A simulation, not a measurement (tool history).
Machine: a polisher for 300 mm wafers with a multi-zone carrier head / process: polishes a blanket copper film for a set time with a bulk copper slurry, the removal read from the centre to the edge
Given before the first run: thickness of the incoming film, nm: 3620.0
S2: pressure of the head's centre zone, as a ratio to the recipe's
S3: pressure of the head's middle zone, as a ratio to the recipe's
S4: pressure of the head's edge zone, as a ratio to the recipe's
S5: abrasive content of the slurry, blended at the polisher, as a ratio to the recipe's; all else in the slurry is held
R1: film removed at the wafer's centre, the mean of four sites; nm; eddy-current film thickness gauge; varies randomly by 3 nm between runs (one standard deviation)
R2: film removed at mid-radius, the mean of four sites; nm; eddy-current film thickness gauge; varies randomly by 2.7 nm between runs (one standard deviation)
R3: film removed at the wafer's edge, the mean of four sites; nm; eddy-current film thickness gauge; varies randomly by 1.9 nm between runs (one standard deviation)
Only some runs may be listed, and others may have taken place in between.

Run 1, hour 0: flow of slurry (ml/min) 270, S2 1, S3 1, S4 1, S5 1, polishing time (s) 48. Result: R1 217.45 nm, R2 219.75 nm, R3 220.46 nm.
Run 2, hour 7.6: flow of slurry (ml/min) 270, S2 1, S3 1, S4 1, S5 1, polishing time (s) 42. Result: R1 189.48 nm, R2 194.53 nm, R3 193.74 nm.
Run 3, hour 8.6: flow of slurry (ml/min) 270, S2 0.94, S3 1, S4 1, S5 1, polishing time (s) 42. Result: R1 174.87 nm, R2 194.09 nm, R3 194.56 nm.
Run 4, hour 12.4: flow of slurry (ml/min) 270, S2 0.94, S3 1, S4 1.08, S5 1, polishing time (s) 42. Result: R1 178.73 nm, R2 189.65 nm, R3 204.02 nm.
Run 5, hour 18.4: flow of slurry (ml/min) 275, S2 0.97, S3 1.01, S4 1.1, S5 1.1, polishing time (s) 43. Result: R1 188.19 nm, R2 198.33 nm, R3 210.83 nm.
Run 6, hour 25.3: flow of slurry (ml/min) 280, S2 1, S3 1.01, S4 1.11, S5 1.15, polishing time (s) 44. Result: R1 200.73 nm, R2 212.7 nm, R3 217.86 nm.
Run 7, hour 31.7: flow of slurry (ml/min) 295, S2 1.1, S3 0.91, S4 1.19, S5 1.4, polishing time (s) 51. Result: R1 264.32 nm, R2 229.96 nm, R3 278.74 nm.
Run 8, hour 35.5: flow of slurry (ml/min) 295, S2 1.11, S3 0.92, S4 1.18, S5 1.4, polishing time (s) 51. Result: R1 272.94 nm, R2 235.2 nm, R3 269.05 nm.

The next listed run, before its measurement:
Run 9, hour 43.3: flow of slurry (ml/min) 300, S2 1.12, S3 0.93, S4 1.18, S5 1.4, polishing time (s) 51. Result: R1 ?, R2 ?, R3 ?.

Run 9 gave R1 275.43 nm, R2 236.65 nm, R3 275.68 nm.
